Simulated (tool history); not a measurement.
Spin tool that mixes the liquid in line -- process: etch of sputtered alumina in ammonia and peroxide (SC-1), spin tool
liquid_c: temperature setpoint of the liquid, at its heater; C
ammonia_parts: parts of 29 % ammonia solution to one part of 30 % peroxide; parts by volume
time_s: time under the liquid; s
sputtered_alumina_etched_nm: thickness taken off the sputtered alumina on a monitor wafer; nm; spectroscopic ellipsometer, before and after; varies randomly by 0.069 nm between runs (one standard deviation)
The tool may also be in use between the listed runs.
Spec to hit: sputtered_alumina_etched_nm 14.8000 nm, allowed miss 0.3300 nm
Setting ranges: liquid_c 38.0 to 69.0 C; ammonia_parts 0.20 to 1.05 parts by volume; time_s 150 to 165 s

Run 1, day 0.000: liquid_c 53.0 C, ammonia_parts 0.55 parts by volume, time_s 150 s. Result: sputtered_alumina_etched_nm 9.5678 nm.
Run 2, day 0.088: liquid_c 55.0 C, ammonia_parts 0.55 parts by volume, time_s 150 s. Result: sputtered_alumina_etched_nm 10.7650 nm.
Run 3, day 0.379: liquid_c 56.5 C, ammonia_parts 0.55 parts by volume, time_s 150 s. Result: sputtered_alumina_etched_nm 11.5680 nm.
Run 4, day 0.533: liquid_c 56.5 C, ammonia_parts 0.70 parts by volume, time_s 150 s. Result: sputtered_alumina_etched_nm 11.7930 nm.
Run 5, day 0.792: liquid_c 56.5 C, ammonia_parts 0.55 parts by volume, time_s 150 s. Result: sputtered_alumina_etched_nm 11.6260 nm.
Run 6, day 0.867: liquid_c 56.5 C, ammonia_parts 0.55 parts by volume, time_s 150 s. Result: sputtered_alumina_etched_nm 11.5720 nm.
Run 7, day 0.975: liquid_c 57.5 C, ammonia_parts 0.55 parts by volume, time_s 150 s. Result: sputtered_alumina_etched_nm 12.2220 nm.
Run 8, day 1.104: liquid_c 58.5 C, ammonia_parts 0.55 parts by volume, time_s 150 s. Result: sputtered_alumina_etched_nm 12.9300 nm.

Of the 5 settings listed for the next run, only one would bring every result within its allowed miss of target. Which one?
Run A, day 1.233: liquid_c 56.5 C, ammonia_parts 0.65 parts by volume, time_s 150 s. Result: sputtered_alumina_etched_nm ?.
Run B, day 1.233: liquid_c 54.5 C, ammonia_parts 0.60 parts by volume, time_s 155 s. Result: sputtered_alumina_etched_nm ?.
Run C, day 1.233: liquid_c 61.5 C, ammonia_parts 0.40 parts by volume, time_s 165 s. Result: sputtered_alumina_etched_nm ?.
Run D, day 1.233: liquid_c 61.0 C, ammonia_parts 0.60 parts by volume, time_s 150 s. Result: sputtered_alumina_etched_nm ?.
Run E, day 1.233: liquid_c 56.0 C, ammonia_parts 0.55 parts by volume, time_s 150 s. Result: sputtered_alumina_etched_nm ?.

move  sputtered_alumina_etched_nm
   A                      11.7760
   B                      10.8630
   C                      16.0210
   D                      14.7530
   E                      11.2900
A: the biggest miss grows against the last run
B: the biggest miss grows against the last run
C: takes the biggest miss from the last run beyond its target
D: each result inside its tolerance
E: the biggest miss grows against the last run
Answer: D

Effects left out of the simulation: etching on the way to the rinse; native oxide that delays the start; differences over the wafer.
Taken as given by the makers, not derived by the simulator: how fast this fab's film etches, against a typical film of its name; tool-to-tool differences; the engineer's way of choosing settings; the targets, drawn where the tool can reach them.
